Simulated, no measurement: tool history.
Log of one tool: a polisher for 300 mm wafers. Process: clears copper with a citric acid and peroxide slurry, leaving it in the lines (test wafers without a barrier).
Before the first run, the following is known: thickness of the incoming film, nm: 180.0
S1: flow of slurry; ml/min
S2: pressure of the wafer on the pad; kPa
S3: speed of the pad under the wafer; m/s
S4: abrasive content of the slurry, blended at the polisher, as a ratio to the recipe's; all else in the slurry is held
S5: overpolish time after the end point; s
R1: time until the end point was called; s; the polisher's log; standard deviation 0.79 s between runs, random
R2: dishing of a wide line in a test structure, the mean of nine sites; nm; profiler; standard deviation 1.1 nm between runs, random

{"run": 1, "hour": 0.0, "S1": 295, "S2": 15.9, "S3": 1.42, "S4": 1.0, "S5": 18, "R1": 85.289, "R2": 30.287}
{"run": 2, "hour": 1.5, "S1": 295, "S2": 19.3, "S3": 1.42, "S4": 1.0, "S5": 18, "R1": 71.991, "R2": 36.914}
{"run": 3, "hour": 5.4, "S1": 295, "S2": 19.3, "S3": 1.42, "S4": 0.85, "S5": 18, "R1": 71.285, "R2": 34.643}
{"run": 4, "hour": 13.5, "S1": 295, "S2": 20.0, "S3": 1.44, "S4": 0.9, "S5": 20, "R1": 68.622, "R2": 39.315}
{"run": 5, "hour": 19.1, "S1": 295, "S2": 20.7, "S3": 1.46, "S4": 0.95, "S5": 22, "R1": 65.544, "R2": 47.025}
{"run": 6, "hour": 27.2, "S1": 295, "S2": 21.4, "S3": 1.46, "S4": 1.0, "S5": 23, "R1": 61.194, "R2": 49.85}
{"run": 7, "hour": 30.4, "S1": 295, "S2": 21.4, "S3": 1.46, "S4": 1.0, "S5": 24, "R1": 60.927, "R2": 53.201}

Run 8 has not been measured yet. What should we expect?
{"run": 8, "hour": 38.8, "S1": 295, "S2": 21.4, "S3": 1.46, "S4": 1.0, "S5": 25, "R1": "?", "R2": "?"}

R1: 61.087 s
R2: 53.067 nm

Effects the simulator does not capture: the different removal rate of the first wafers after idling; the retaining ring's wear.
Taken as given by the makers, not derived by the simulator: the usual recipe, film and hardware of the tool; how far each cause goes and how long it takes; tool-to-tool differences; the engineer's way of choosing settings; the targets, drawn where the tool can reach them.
